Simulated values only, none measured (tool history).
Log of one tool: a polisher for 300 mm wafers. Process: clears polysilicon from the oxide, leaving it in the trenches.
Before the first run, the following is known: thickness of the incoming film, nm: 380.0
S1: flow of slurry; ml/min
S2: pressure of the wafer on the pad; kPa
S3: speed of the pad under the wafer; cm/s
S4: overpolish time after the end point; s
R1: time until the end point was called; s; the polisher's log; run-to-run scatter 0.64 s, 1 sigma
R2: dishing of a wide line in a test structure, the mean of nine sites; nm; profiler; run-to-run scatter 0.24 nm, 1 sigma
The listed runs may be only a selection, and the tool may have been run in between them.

{"run": 1, "hour": 0.0, "S1": 125, "S2": 13.1, "S3": 116, "S4": 8, "R1": 36.732, "R2": 35.419}
{"run": 2, "hour": 2.5, "S1": 125, "S2": 13.1, "S3": 116, "S4": 7, "R1": 37.784, "R2": 34.399}
{"run": 3, "hour": 9.8, "S1": 125, "S2": 13.1, "S3": 116, "S4": 10, "R1": 37.908, "R2": 39.606}
{"run": 4, "hour": 12.9, "S1": 125, "S2": 13.1, "S3": 102, "S4": 10, "R1": 40.994, "R2": 38.399}
{"run": 5, "hour": 21.5, "S1": 120, "S2": 12.4, "S3": 110, "S4": 9, "R1": 41.99, "R2": 36.319}
{"run": 6, "hour": 26.5, "S1": 130, "S2": 12.4, "S3": 106, "S4": 8, "R1": 41.849, "R2": 34.94}
{"run": 7, "hour": 27.5, "S1": 125, "S2": 12.4, "S3": 110, "S4": 7, "R1": 39.769, "R2": 32.73}
{"run": 8, "hour": 32.8, "S1": 90, "S2": 8.3, "S3": 142, "S4": 3, "R1": 55.408, "R2": 15.272}
{"run": 9, "hour": 40.4, "S1": 100, "S2": 8.3, "S3": 144, "S4": 3, "R1": 54.614, "R2": 15.74}
{"run": 10, "hour": 49.4, "S1": 110, "S2": 8.3, "S3": 146, "S4": 3, "R1": 51.528, "R2": 16.257}

Run 11 has not been measured yet. What should we expect?
{"run": 11, "hour": 54.6, "S1": 120, "S2": 8.3, "S3": 148, "S4": 3, "R1": "?", "R2": "?"}

R1: 49.893 s
R2: 16.396 nm
